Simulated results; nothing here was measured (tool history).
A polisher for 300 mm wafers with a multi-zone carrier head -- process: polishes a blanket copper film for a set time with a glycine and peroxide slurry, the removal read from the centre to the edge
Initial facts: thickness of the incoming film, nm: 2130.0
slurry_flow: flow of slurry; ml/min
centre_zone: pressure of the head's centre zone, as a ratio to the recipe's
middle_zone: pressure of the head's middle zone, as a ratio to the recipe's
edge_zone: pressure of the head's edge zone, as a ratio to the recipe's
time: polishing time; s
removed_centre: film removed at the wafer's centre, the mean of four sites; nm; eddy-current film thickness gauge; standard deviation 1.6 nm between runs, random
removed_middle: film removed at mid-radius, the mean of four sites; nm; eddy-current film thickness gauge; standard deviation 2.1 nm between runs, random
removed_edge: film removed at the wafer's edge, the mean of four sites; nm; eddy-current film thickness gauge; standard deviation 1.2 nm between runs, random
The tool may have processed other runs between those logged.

Run 1, hour 0.0: slurry_flow 165 ml/min, centre_zone 1.00, middle_zone 1.00, edge_zone 1.00, time 36 s. Result: removed_centre 139.94 nm, removed_middle 141.94 nm, removed_edge 134.29 nm.
Run 2, hour 8.4: slurry_flow 165 ml/min, centre_zone 1.06, middle_zone 1.00, edge_zone 1.00, time 36 s. Result: removed_centre 146.05 nm, removed_middle 144.17 nm, removed_edge 134.37 nm.
Run 3, hour 17.2: slurry_flow 165 ml/min, centre_zone 1.06, middle_zone 1.00, edge_zone 1.00, time 44 s. Result: removed_centre 180.63 nm, removed_middle 172.51 nm, removed_edge 164.53 nm.
Run 4, hour 21.8: slurry_flow 165 ml/min, centre_zone 1.06, middle_zone 1.07, edge_zone 1.00, time 44 s. Result: removed_centre 178.02 nm, removed_middle 186.22 nm, removed_edge 162.59 nm.
Run 5, hour 26.7: slurry_flow 160 ml/min, centre_zone 1.05, middle_zone 1.06, edge_zone 1.01, time 44 s. Result: removed_centre 180.36 nm, removed_middle 175.74 nm, removed_edge 162.41 nm.
Run 6, hour 30.7: slurry_flow 160 ml/min, centre_zone 1.03, middle_zone 1.05, edge_zone 1.01, time 44 s. Result: removed_centre 176.18 nm, removed_middle 176.24 nm, removed_edge 165.03 nm.
Run 7, hour 32.9: slurry_flow 160 ml/min, centre_zone 1.02, middle_zone 1.05, edge_zone 1.01, time 44 s. Result: removed_centre 173.97 nm, removed_middle 177.78 nm, removed_edge 164.05 nm.
Run 8, hour 40.8: slurry_flow 160 ml/min, centre_zone 1.01, middle_zone 1.04, edge_zone 1.02, time 44 s. Result: removed_centre 171.77 nm, removed_middle 176.29 nm, removed_edge 163.04 nm.
Run 9, hour 46.8: slurry_flow 160 ml/min, centre_zone 1.00, middle_zone 1.03, edge_zone 1.03, time 44 s. Result: removed_centre 168.34 nm, removed_middle 177.73 nm, removed_edge 165.71 nm.
Run 10, hour 51.4: slurry_flow 155 ml/min, centre_zone 1.00, middle_zone 1.01, edge_zone 1.04, time 44 s. Result: removed_centre 168.04 nm, removed_middle 168.04 nm, removed_edge 164.81 nm.
At hour 52.2: edge zone pressure recalibrated.
Run 11, hour 52.2: slurry_flow 155 ml/min, centre_zone 0.99, middle_zone 1.01, edge_zone 1.05, time 44 s. Result: removed_centre 168.61 nm, removed_middle 172.28 nm, removed_edge 169.95 nm.

Predict the results of run 12:
Run 12, hour 53.0: slurry_flow 155 ml/min, centre_zone 0.99, middle_zone 1.00, edge_zone 1.05, time 44 s. Result: removed_centre ?, removed_middle ?, removed_edge ?.

{"run 12": {"removed_centre": 168.01, "removed_middle": 171.39, "removed_edge": 169.53}}
